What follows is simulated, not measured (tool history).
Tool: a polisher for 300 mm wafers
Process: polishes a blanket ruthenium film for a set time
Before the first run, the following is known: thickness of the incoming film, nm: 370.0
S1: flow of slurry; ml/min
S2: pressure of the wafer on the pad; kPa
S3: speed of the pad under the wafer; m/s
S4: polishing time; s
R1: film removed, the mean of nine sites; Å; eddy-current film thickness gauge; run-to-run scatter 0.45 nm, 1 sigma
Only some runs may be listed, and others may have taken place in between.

run  hour   S1    S2    S3  S4      R1
  1   0.0  255  18.6  1.04  45  708.62
  2   3.2  255  18.6  1.04  40  632.39
  3   4.5  255  22.8  1.04  40  756.41
  4  12.3  255  21.4  1.04  40  715.34
  5  19.2  255  20.7  1.04  40  698.08
  6  26.1  255  20.0  1.04  40  678.30
  7  29.1  255  19.3  1.04  40  660.39
  8  30.5  255  18.6  1.04  40  634.72
  9  37.3  255  17.9  1.04  40  615.64

What will run 10 give?
 10  45.5  250  16.5  1.04  40   ?

R1: 567.78 Å
